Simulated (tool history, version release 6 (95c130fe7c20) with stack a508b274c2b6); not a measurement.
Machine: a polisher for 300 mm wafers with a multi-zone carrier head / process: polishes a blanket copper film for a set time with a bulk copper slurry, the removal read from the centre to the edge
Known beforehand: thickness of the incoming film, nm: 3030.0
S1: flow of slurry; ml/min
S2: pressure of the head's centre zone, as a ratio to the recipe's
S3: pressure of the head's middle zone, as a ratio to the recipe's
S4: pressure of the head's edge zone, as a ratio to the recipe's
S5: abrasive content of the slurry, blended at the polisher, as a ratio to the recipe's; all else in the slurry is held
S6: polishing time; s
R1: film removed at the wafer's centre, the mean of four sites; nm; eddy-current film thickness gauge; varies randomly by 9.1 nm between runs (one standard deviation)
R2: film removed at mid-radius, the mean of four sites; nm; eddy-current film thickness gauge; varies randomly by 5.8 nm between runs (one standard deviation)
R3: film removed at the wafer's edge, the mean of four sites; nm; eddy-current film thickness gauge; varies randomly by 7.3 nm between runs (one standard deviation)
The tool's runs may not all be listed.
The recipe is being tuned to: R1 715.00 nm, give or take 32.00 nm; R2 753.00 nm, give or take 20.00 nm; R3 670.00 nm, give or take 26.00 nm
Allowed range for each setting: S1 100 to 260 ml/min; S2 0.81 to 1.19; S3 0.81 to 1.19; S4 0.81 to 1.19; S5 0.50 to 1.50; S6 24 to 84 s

| run | day | S1 | S2 | S3 | S4 | S5 | S6 | R1 | R2 | R3 |
|---|---|---|---|---|---|---|---|---|---|---|
| 1 | 0.000 | 165 | 1.00 | 1.00 | 1.00 | 1.00 | 54 | 461.95 | 469.01 | 454.46 |
| 2 | 0.038 | 175 | 1.01 | 1.02 | 1.02 | 1.10 | 56 | 488.87 | 507.01 | 494.28 |
| 3 | 0.112 | 185 | 1.03 | 1.04 | 1.02 | 1.15 | 57 | 508.06 | 536.90 | 507.00 |
| 4 | 0.417 | 190 | 1.05 | 1.05 | 1.02 | 1.20 | 59 | 549.60 | 570.22 | 528.66 |
| 5 | 0.738 | 195 | 1.07 | 1.06 | 1.04 | 1.25 | 60 | 567.71 | 591.39 | 547.93 |
| 6 | 0.912 | 195 | 1.07 | 1.06 | 1.04 | 1.25 | 67 | 652.60 | 654.76 | 623.45 |
| 7 | 1.288 | 200 | 1.08 | 1.07 | 1.04 | 1.25 | 67 | 651.38 | 662.61 | 628.22 |
| 8 | 1.625 | 205 | 1.09 | 1.08 | 1.04 | 1.30 | 67 | 657.69 | 680.64 | 612.67 |
| 9 | 1.800 | 210 | 1.10 | 1.08 | 1.05 | 1.35 | 67 | 675.31 | 691.18 | 638.34 |
| 10 | 1.867 | 215 | 1.10 | 1.09 | 1.05 | 1.35 | 67 | 689.22 | 692.78 | 625.79 |
| 11 | 2.100 | 215 | 1.10 | 1.10 | 1.06 | 1.35 | 67 | 674.83 | 698.92 | 632.69 |

Which of these 4 next moves meets every target?
| A | 2.333 | 215 | 1.14 | 1.09 | 1.18 | 1.10 | 67 | ? | ? | ? |
| B | 2.333 | 240 | 1.18 | 1.04 | 1.16 | 1.35 | 64 | ? | ? | ? |
| C | 2.333 | 205 | 1.17 | 1.05 | 1.03 | 1.30 | 72 | ? | ? | ? |
| D | 2.333 | 210 | 1.12 | 1.16 | 1.10 | 1.50 | 67 | ? | ? | ? |

| move | R1 | R2 | R3 |
|---|---|---|---|
| A | 663.79 | 658.12 | 635.66 |
| B | 695.20 | 643.29 | 639.62 |
| C | 755.38 | 711.08 | 663.06 |
| D | 706.19 | 749.21 | 661.31 |
A: its largest miss is bigger than the last run's
B: its largest miss is bigger than the last run's
C: gains on the last run, yet a result remains outside its allowed miss
D: every result lands within tolerance
Move D is the one to make.

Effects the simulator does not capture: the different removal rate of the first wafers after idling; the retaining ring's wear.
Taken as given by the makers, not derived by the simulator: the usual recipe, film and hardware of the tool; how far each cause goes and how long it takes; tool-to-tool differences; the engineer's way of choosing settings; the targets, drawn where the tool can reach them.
